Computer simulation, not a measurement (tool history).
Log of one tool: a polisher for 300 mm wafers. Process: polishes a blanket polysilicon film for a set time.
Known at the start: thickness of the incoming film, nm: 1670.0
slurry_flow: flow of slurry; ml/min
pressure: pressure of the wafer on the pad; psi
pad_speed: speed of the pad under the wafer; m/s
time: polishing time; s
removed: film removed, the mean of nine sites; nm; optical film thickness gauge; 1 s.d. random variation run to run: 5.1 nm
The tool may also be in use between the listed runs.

| run | hour | slurry_flow | pressure | pad_speed | time | removed |
|---|---|---|---|---|---|---|
| 1 | 0.0 | 210 | 2.6 | 1.00 | 107 | 663.53 |
| 2 | 5.5 | 210 | 2.2 | 0.98 | 107 | 574.71 |
| 3 | 8.8 | 210 | 1.9 | 0.96 | 107 | 492.06 |
| 4 | 11.7 | 210 | 2.2 | 0.96 | 107 | 552.35 |
| 5 | 15.8 | 210 | 1.9 | 0.96 | 107 | 498.74 |
| 6 | 24.7 | 210 | 1.9 | 1.06 | 107 | 545.51 |

What does the tool deliver on the next run?
| 7 | 30.2 | 210 | 1.7 | 1.02 | 107 | ? |

{"run 7": {"removed": 467.86}}

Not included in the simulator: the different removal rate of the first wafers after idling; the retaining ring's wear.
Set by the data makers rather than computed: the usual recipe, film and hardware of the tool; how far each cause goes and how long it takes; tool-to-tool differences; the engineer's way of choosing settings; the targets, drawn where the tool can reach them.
